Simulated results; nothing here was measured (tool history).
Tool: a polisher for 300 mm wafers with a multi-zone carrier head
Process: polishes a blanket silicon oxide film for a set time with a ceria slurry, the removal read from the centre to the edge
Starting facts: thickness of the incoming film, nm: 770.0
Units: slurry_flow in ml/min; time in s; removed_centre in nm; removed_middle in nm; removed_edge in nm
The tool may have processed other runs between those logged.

run  hour  slurry_flow  centre_zone  middle_zone  edge_zone  time  removed_centre  removed_middle  removed_edge
  1     0          255            1            1          1    50          299.59          281.12         274.8
  2     1          255            1         0.93          1    50          295.87          263.78        280.19
  3   8.2          310            1         0.93          1    50          303.11          273.15        283.04
  4  12.9          310            1         0.93          1    57             349          313.81        319.76
  5  15.6          310         0.98         0.95       1.02    58          347.36          318.57         328.3
  6  17.9          310         0.98         0.87       1.02    58          347.12          299.51        334.28
  7  23.1          315         0.97         0.91       1.04    59          349.86          318.39         338.4

Forecast run 8:
       32  -- centre zone pressure recalibrated
  8    32          315         0.96         0.93       1.05    60               ?               ?             ?

Run 8 produced removed_centre 326.58 nm, removed_middle 326.06 nm, removed_edge 350.78 nm.

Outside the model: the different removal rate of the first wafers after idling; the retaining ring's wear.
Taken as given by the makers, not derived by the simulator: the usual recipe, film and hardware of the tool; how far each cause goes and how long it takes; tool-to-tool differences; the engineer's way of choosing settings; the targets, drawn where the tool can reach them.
